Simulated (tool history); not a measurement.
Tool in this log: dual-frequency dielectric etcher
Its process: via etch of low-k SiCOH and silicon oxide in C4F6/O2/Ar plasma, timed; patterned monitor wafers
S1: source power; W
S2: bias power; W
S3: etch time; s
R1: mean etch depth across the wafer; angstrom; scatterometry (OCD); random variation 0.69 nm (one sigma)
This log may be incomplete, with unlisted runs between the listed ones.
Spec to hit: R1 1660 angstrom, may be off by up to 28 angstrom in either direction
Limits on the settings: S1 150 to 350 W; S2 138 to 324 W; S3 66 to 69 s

Run 1, hour 0: S1 250 W, S2 231 W, S3 66 s. Result: R1 1512.9 angstrom.
Run 2, hour 5.9: S1 250 W, S2 260 W, S3 66 s. Result: R1 1570.7 angstrom.
Run 3, hour 8.9: S1 250 W, S2 260 W, S3 66 s. Result: R1 1572.6 angstrom.
Run 4, hour 16.2: S1 250 W, S2 221 W, S3 66 s. Result: R1 1495.3 angstrom.
Run 5, hour 24.7: S1 250 W, S2 243 W, S3 66 s. Result: R1 1547.5 angstrom.
Run 6, hour 31.3: S1 250 W, S2 220 W, S3 66 s. Result: R1 1511.8 angstrom.
Run 7, hour 34.9: S1 260 W, S2 221 W, S3 66 s. Result: R1 1529.5 angstrom.
Run 8, hour 38.1: S1 270 W, S2 222 W, S3 66 s. Result: R1 1555.4 angstrom.
Run 9, hour 44.1: S1 270 W, S2 223 W, S3 66 s. Result: R1 1557.4 angstrom.
Run 10, hour 49.5: S1 270 W, S2 224 W, S3 66 s. Result: R1 1560.6 angstrom.
Run 11, hour 54.5: S1 270 W, S2 225 W, S3 66 s. Result: R1 1553 angstrom.
Run 12, hour 58.6: S1 270 W, S2 226 W, S3 66 s. Result: R1 1556.3 angstrom.
Run 13, hour 63.4: S1 270 W, S2 227 W, S3 66 s. Result: R1 1571.1 angstrom.

Which one of the following 4 next-run settings gets every result inside its allowed miss? There is exactly one.
Run A, hour 68.2: S1 290 W, S2 248 W, S3 69 s. Result: R1 ?.
Run B, hour 68.2: S1 290 W, S2 252 W, S3 68.5 s. Result: R1 ?.
Run C, hour 68.2: S1 280 W, S2 260 W, S3 66.5 s. Result: R1 ?.
Run D, hour 68.2: S1 260 W, S2 239 W, S3 66 s. Result: R1 ?.

move      R1
   A  1729.3
   B  1723.9
   C  1664.2
   D  1569.6
A: the result that was furthest off in the last run now lies on the other side of its target
B: the result that was furthest off in the last run now lies on the other side of its target
C: all results land within tolerance of their targets
D: no better and no worse than the last run
Go with C: it meets all targets.
